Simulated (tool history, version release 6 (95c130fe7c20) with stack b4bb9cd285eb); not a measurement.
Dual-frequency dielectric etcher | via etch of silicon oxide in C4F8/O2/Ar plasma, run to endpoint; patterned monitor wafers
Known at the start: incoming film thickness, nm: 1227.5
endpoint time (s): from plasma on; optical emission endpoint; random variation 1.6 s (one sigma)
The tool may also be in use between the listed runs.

{"run": 1, "hour": 0.0, "source power (kW)": 2.49, "bias power (kW)": 2.548, "endpoint time (s)": 195.99}
{"run": 2, "hour": 3.3, "source power (kW)": 2.49, "bias power (kW)": 2.912, "endpoint time (s)": 186.36}
{"run": 3, "hour": 7.3, "source power (kW)": 2.49, "bias power (kW)": 3.088, "endpoint time (s)": 187.29}
{"run": 4, "hour": 10.2, "source power (kW)": 2.1, "bias power (kW)": 3.088, "endpoint time (s)": 204.57}
{"run": 5, "hour": 16.5, "source power (kW)": 1.97, "bias power (kW)": 2.998, "endpoint time (s)": 210.59}
{"run": 6, "hour": 23.0, "source power (kW)": 1.81, "bias power (kW)": 2.998, "endpoint time (s)": 221.0}
{"run": 7, "hour": 29.0, "source power (kW)": 1.81, "bias power (kW)": 2.998, "endpoint time (s)": 217.76}
{"run": 8, "hour": 37.4, "source power (kW)": 1.74, "bias power (kW)": 2.866, "endpoint time (s)": 227.95}

Forecast run 9:
{"run": 9, "hour": 44.1, "source power (kW)": 1.5, "bias power (kW)": 2.667, "endpoint time (s)": "?"}

Run 9 gave endpoint time (s) 252.46.
